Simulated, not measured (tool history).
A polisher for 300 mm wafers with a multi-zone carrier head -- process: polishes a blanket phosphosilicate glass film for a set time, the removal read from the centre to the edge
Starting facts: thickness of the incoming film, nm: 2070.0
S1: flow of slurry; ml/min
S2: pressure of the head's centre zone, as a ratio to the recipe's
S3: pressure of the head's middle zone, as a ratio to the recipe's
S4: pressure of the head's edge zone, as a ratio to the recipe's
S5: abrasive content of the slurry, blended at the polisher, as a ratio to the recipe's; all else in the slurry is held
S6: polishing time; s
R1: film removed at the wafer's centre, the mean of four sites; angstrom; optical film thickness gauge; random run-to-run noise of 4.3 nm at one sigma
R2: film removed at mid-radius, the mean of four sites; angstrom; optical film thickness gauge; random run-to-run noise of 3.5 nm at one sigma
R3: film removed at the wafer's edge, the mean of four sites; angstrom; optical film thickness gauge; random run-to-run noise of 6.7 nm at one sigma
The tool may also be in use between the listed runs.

run  hour   S1    S2    S3    S4    S5  S6      R1      R2      R3
  1     0  120     1     1     1     1  69  6797.5  6953.5  6924.9
  2     6  140     1     1     1     1  69    7110  7255.6    7054
  3   6.9  135  0.99  0.99  0.98     1  69  7039.9  7073.8  7116.7
  4  13.7  135  0.96  0.99  0.98     1  69  6790.4  7118.4  6979.8
  5  18.1  130  0.95  0.99  0.97     1  69  6660.8  7020.3  6899.1
  6    23  125  0.94  0.99  0.96     1  69  6509.3  7001.4  6797.8
  7  27.5  120  0.93  0.98  0.95     1  69    6386  6838.1  6730.6
  8  31.2  115  0.92  0.97  0.94     1  69  6230.6  6770.8  6823.1
  9    32  115  0.92  0.97  0.93  0.95  69  6053.4  6535.9  6484.9
 10  33.2  115  0.92  0.97  0.93  0.95  69  6030.6  6614.4  6498.6
 11  35.5  110  0.92  0.96  0.92  0.95  69    6106  6366.7  6410.5
 12  38.6  105  0.92  0.96  0.91  0.95  69  5944.2    6321  6271.6
 13  40.4  100  0.92  0.96  0.91  0.95  69  5838.3  6260.9  6186.3

Run 14, settings as shown, results not yet in. Your forecast:
 14  42.3  95  0.92  0.96  0.91  0.95  69   ?   ?   ?

Run 14 yielded R1 5728.9 angstrom, R2 6226.6 angstrom, R3 6214.2 angstrom.
